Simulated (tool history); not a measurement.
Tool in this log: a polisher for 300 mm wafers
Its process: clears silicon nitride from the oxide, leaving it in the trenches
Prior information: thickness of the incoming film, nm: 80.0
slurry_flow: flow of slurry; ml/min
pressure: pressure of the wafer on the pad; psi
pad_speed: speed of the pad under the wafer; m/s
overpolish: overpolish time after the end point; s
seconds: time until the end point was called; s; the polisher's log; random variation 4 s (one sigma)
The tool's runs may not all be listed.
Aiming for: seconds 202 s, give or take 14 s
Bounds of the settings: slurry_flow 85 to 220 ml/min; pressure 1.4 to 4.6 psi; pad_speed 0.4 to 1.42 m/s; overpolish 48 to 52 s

run 1 hour=0 | slurry_flow=140 pressure=3 pad_speed=0.9 overpolish=48 | seconds=90.309
run 2 hour=0.6 | slurry_flow=140 pressure=2.5 pad_speed=0.9 overpolish=48 | seconds=103.11
run 3 hour=8 | slurry_flow=140 pressure=2.9 pad_speed=0.9 overpolish=48 | seconds=85.694
run 4 hour=14.4 | slurry_flow=140 pressure=2.6 pad_speed=0.86 overpolish=48 | seconds=100.08
run 5 hour=17 | slurry_flow=135 pressure=2.4 pad_speed=0.78 overpolish=48 | seconds=120.06
run 6 hour=22.7 | slurry_flow=135 pressure=2.2 pad_speed=0.74 overpolish=48 | seconds=135.24
run 7 hour=28.2 | slurry_flow=135 pressure=2.1 pad_speed=0.72 overpolish=48 | seconds=145.13
run 8 hour=35 | slurry_flow=135 pressure=2 pad_speed=0.7 overpolish=48 | seconds=157.47
run 9 hour=39.5 | slurry_flow=135 pressure=2 pad_speed=0.7 overpolish=48 | seconds=155.03
run 10 hour=45.8 | slurry_flow=135 pressure=1.4 pad_speed=0.62 overpolish=48 | seconds=243.86
run 11 hour=54.8 | slurry_flow=135 pressure=1.5 pad_speed=0.62 overpolish=48 | seconds=217.46

5 next moves are on the table. One of them brings every result within its allowed miss. Which?
run A hour=63.8 | slurry_flow=150 pressure=1.5 pad_speed=0.58 overpolish=48 | seconds=?
run B hour=63.8 | slurry_flow=145 pressure=1.4 pad_speed=0.62 overpolish=48 | seconds=?
run C hour=63.8 | slurry_flow=85 pressure=1.5 pad_speed=0.66 overpolish=48 | seconds=?
run D hour=63.8 | slurry_flow=135 pressure=1.4 pad_speed=0.66 overpolish=52 | seconds=?
run E hour=63.8 | slurry_flow=170 pressure=1.5 pad_speed=0.68 overpolish=52 | seconds=?

move=A seconds=234.91
move=B seconds=237.48
move=C seconds=244.87
move=D seconds=228.74
move=E seconds=201.53
A: lands further from the targets than the last run did
B: lands further from the targets than the last run did
C: lands further from the targets than the last run did
D: lands further from the targets than the last run did
E: each result inside its tolerance
Correct choice: E, which meets every target
